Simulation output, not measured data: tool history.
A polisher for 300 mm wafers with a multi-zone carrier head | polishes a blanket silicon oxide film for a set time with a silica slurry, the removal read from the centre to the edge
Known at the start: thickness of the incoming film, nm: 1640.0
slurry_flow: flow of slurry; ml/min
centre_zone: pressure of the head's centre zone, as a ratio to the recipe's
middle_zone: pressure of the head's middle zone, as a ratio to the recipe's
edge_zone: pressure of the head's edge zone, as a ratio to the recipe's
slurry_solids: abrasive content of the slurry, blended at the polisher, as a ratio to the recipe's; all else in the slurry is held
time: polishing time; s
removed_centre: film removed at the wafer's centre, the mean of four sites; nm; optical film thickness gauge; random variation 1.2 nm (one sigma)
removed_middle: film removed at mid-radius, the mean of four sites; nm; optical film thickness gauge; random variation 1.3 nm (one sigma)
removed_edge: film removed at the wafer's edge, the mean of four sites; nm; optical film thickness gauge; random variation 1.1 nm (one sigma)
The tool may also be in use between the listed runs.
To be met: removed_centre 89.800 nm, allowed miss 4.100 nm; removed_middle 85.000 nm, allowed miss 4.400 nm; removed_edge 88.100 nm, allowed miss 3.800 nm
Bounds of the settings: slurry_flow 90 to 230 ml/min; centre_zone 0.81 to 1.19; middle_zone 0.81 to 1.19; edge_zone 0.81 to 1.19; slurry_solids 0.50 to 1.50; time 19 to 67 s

run	hour	slurry_flow	centre_zone	middle_zone	edge_zone	slurry_solids	time	removed_centre	removed_middle	removed_edge
1	0.0	150	1.00	1.00	1.00	1.00	43	164.540	161.860	157.180
2	4.8	150	1.00	1.00	1.00	1.00	34	130.090	130.310	125.650
3	13.1	150	1.00	0.99	0.99	0.95	34	130.250	125.710	124.700
4	15.9	150	1.00	0.99	0.91	0.95	34	130.350	124.810	118.410
5	24.5	150	0.99	0.98	0.91	0.90	34	122.150	121.990	119.700
6	25.5	185	0.99	0.98	0.91	0.90	34	130.580	126.470	119.810
7	26.4	185	0.99	0.97	0.91	0.85	33	126.090	122.600	110.920
8	31.5	175	0.98	0.95	0.91	0.80	33	119.060	114.210	108.710
9	36.0	175	0.97	0.94	0.91	0.75	33	115.770	110.730	108.640
10	43.2	175	0.97	0.94	0.91	0.70	32	110.960	107.720	101.250
11	45.0	170	0.96	0.93	0.91	0.70	32	109.600	104.710	100.240
12	47.4	165	0.95	0.92	0.91	0.70	32	106.140	99.649	102.720
13	52.5	155	0.94	0.91	0.90	0.60	31	94.655	90.452	92.328

Which of these 5 next moves meets every target?
A	57.6	150	0.92	0.84	0.86	0.55	35	?	?	?
B	57.6	140	0.96	0.92	0.86	0.60	33	?	?	?
C	57.6	165	1.10	0.86	1.00	0.65	27	?	?	?
D	57.6	145	0.82	0.97	0.91	0.60	34	?	?	?
E	57.6	150	0.92	0.87	0.89	0.85	27	?	?	?

move	removed_centre	removed_middle	removed_edge
A	101.430	92.896	98.861
B	100.800	95.764	94.856
C	99.984	78.700	87.252
D	90.545	104.010	100.560
E	90.744	85.519	89.662
A: further off than the last run
B: further off than the last run
C: takes the result that was furthest off past its target
D: further off than the last run
E: meets every target
Answer: E

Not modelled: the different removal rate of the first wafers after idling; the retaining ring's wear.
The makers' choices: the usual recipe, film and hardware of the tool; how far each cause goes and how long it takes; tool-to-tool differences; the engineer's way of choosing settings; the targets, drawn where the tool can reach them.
